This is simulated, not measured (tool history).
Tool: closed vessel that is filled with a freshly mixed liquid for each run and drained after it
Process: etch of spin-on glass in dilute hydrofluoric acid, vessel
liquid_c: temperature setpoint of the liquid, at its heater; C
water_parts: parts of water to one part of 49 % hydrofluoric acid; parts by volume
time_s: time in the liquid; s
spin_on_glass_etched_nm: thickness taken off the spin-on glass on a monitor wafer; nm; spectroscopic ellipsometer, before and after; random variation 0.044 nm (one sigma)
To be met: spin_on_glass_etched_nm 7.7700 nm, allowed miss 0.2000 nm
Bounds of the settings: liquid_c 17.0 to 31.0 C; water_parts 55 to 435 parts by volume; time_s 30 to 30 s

run	hour	liquid_c	water_parts	time_s	spin_on_glass_etched_nm
1	0.0	23.0	245	30	6.1064
2	8.5	24.5	245	30	6.4149
3	12.0	26.0	245	30	6.8342
4	16.2	26.0	245	30	6.8756
5	20.1	29.0	245	30	7.5275
6	21.4	29.0	200	30	9.7694
7	26.9	27.5	200	30	9.2565
8	35.7	26.0	200	30	8.7050
9	43.8	25.0	200	30	8.4015

5 next moves are on the table. One of them brings every result within its allowed miss. Which?
A	51.9	26.0	210	30	?
B	51.9	26.0	220	30	?
C	51.9	26.0	190	30	?
D	51.9	21.5	180	30	?
E	51.9	22.5	185	30	?

move	spin_on_glass_etched_nm
A	8.1803
B	7.7226
C	9.2471
D	8.3380
E	8.3845
A: nearer than the last run, and not there yet
B: meets every target
C: further off than the last run
D: nearer than the last run, and not there yet
E: as far off as the last run
Move B is the one to make.
